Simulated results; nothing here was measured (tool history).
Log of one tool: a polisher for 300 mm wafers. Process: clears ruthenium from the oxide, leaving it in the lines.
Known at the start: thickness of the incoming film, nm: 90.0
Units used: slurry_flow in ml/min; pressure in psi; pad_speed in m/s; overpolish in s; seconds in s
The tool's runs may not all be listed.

run,hour,slurry_flow,pressure,pad_speed,overpolish,seconds
1,0.0,300,2.1,0.90,5,80.473
2,8.1,300,1.8,0.90,5,91.018
3,16.4,270,1.8,0.90,5,92.025
4,19.2,270,1.4,0.90,5,113.450
5,24.0,270,1.6,0.90,5,102.350
6,30.6,270,1.6,1.12,5,79.316
7,32.9,265,1.4,0.96,5,105.750
8,34.8,260,1.3,0.86,5,124.230
9,42.7,260,1.2,0.78,5,144.840

Run 10 is up next; what results do you expect?
10,50.5,260,1.1,0.74,5,?

{"run 10": {"seconds": 164.24}}
